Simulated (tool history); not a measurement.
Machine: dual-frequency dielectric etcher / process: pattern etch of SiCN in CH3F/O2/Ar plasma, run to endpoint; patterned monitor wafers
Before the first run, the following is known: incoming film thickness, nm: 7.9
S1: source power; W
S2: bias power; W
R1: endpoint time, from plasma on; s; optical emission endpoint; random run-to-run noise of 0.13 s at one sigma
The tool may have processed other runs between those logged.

run	hour	S1	S2	R1
1	0	500	66	19.406
2	4.3	480	65	19.568
3	11.9	520	65	19.003
4	14.1	500	64	19.266
5	15.3	470	64	20.072
6	16.3	470	70	19.341
7	21.7	450	69	19.828
8	26.9	440	68	20.181

Estimate the outcome of run 9 from the log above:
9	33.9	430	68	?

Run 9 measured R1 20.114 s.

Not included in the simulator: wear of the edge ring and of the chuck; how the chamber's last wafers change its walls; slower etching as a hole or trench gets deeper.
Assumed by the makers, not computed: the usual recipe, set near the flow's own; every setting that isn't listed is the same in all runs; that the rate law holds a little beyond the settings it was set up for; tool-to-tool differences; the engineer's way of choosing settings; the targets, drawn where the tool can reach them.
